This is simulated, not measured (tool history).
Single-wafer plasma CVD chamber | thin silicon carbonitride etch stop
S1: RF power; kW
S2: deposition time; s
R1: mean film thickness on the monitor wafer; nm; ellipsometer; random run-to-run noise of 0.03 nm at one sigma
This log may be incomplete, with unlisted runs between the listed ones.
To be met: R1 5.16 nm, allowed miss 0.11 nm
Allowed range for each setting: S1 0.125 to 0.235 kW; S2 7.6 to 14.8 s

| run | hour | S1 | S2 | R1 |
|---|---|---|---|---|
| 1 | 0 | 0.18 | 11.2 | 6.5797 |
| 2 | 6 | 0.16 | 11.2 | 6.395 |
| 3 | 8.4 | 0.16 | 12.2 | 6.9868 |
| 4 | 11.1 | 0.18 | 12.2 | 7.1421 |
| 5 | 14.9 | 0.2 | 12.2 | 7.3632 |
| 6 | 22 | 0.195 | 11.8 | 7.1149 |
| 7 | 28.3 | 0.19 | 11.5 | 6.7983 |
| 8 | 30.6 | 0.185 | 11.2 | 6.6282 |
| 9 | 39.3 | 0.18 | 10.9 | 6.3978 |
| 10 | 47.8 | 0.175 | 10.7 | 6.2659 |
| 11 | 49.4 | 0.17 | 10.5 | 6.0878 |
| 12 | 53.4 | 0.14 | 9 | 4.9422 |

Which one of the following 5 next-run settings gets every result inside its allowed miss? There is exactly one.
| A | 57.4 | 0.14 | 8.5 | ? |
| B | 57.4 | 0.13 | 9 | ? |
| C | 57.4 | 0.15 | 8.2 | ? |
| D | 57.4 | 0.125 | 9.5 | ? |
| E | 57.4 | 0.165 | 8.6 | ? |

| move | R1 |
|---|---|
| A | 4.7118 |
| B | 4.9149 |
| C | 4.6107 |
| D | 5.1479 |
| E | 4.9341 |
A: lands further from the targets than the last run did
B: lands further from the targets than the last run did
C: lands further from the targets than the last run did
D: meets every target
E: about the same distance from the targets as the last run
D is the move that brings every result within its allowed miss.

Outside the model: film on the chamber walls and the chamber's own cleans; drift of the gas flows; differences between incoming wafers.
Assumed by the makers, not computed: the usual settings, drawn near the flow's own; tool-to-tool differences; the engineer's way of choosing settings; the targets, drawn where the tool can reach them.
